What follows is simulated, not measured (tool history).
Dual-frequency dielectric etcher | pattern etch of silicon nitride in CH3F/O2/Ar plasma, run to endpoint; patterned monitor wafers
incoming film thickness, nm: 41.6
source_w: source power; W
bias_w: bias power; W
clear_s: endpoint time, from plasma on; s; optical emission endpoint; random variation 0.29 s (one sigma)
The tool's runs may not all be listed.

Run 1, hour 0.0: source_w 300 W, bias_w 97 W. Result: clear_s 62.844 s.
Run 2, hour 3.4: source_w 300 W, bias_w 80 W. Result: clear_s 68.350 s.
Run 3, hour 4.6: source_w 300 W, bias_w 91 W. Result: clear_s 63.368 s.
Run 4, hour 7.8: source_w 310 W, bias_w 92 W. Result: clear_s 63.024 s.
Run 5, hour 11.3: source_w 310 W, bias_w 76 W. Result: clear_s 68.709 s.
Run 6, hour 13.9: source_w 310 W, bias_w 59 W. Result: clear_s 76.011 s.
At hour 20.2: wet clean of the chamber.
Run 7, hour 20.2: source_w 370 W, bias_w 78 W. Result: clear_s 64.765 s.

Run 8 comes next. What will it give?
Run 8, hour 25.6: source_w 430 W, bias_w 97 W. Result: clear_s ?.

{"run 8": {"clear_s": 56.28}}
